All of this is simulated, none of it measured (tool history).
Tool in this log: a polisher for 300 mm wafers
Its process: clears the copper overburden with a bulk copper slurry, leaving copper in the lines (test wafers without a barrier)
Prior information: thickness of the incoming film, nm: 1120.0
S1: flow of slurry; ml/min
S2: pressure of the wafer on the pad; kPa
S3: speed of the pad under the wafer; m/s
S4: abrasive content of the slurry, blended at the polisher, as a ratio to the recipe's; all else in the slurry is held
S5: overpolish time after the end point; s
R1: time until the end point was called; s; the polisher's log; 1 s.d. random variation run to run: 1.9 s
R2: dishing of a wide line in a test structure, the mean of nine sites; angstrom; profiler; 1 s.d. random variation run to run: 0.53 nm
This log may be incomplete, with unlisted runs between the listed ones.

Run 1, day 0.000: S1 290 ml/min, S2 13.8 kPa, S3 1.18 m/s, S4 1.00, S5 21 s. Result: R1 167.88 s, R2 515.41 angstrom.
Run 2, day 0.054: S1 290 ml/min, S2 15.2 kPa, S3 1.18 m/s, S4 1.00, S5 21 s. Result: R1 150.85 s, R2 528.05 angstrom.
Run 3, day 0.192: S1 290 ml/min, S2 17.9 kPa, S3 1.18 m/s, S4 1.00, S5 21 s. Result: R1 128.34 s, R2 580.81 angstrom.
Run 4, day 0.379: S1 290 ml/min, S2 17.9 kPa, S3 1.18 m/s, S4 0.95, S5 21 s. Result: R1 129.18 s, R2 576.97 angstrom.
Run 5, day 0.496: S1 290 ml/min, S2 17.9 kPa, S3 1.20 m/s, S4 0.95, S5 19 s. Result: R1 126.67 s, R2 561.26 angstrom.
Run 6, day 0.721: S1 290 ml/min, S2 17.9 kPa, S3 0.96 m/s, S4 0.95, S5 19 s. Result: R1 152.12 s, R2 511.11 angstrom.
Run 7, day 1.017: S1 295 ml/min, S2 18.6 kPa, S3 0.98 m/s, S4 0.95, S5 18 s. Result: R1 149.38 s, R2 528.33 angstrom.
Run 8, day 1.321: S1 280 ml/min, S2 18.6 kPa, S3 1.04 m/s, S4 0.90, S5 17 s. Result: R1 142.19 s, R2 520.41 angstrom.
Run 9, day 1.408: S1 270 ml/min, S2 18.6 kPa, S3 1.08 m/s, S4 0.90, S5 16 s. Result: R1 136.98 s, R2 518.37 angstrom.
Run 10, day 1.733: S1 260 ml/min, S2 18.6 kPa, S3 1.12 m/s, S4 0.90, S5 15 s. Result: R1 129.30 s, R2 505.12 angstrom.
Run 11, day 1.950: S1 255 ml/min, S2 18.6 kPa, S3 1.14 m/s, S4 0.90, S5 14 s. Result: R1 135.16 s, R2 490.64 angstrom.

Expected results for the next run?
Run 12, day 2.308: S1 255 ml/min, S2 18.6 kPa, S3 1.16 m/s, S4 0.90, S5 13 s. Result: R1 ?, R2 ?.

{"run 12": {"R1": 126.17, "R2": 482.35}}
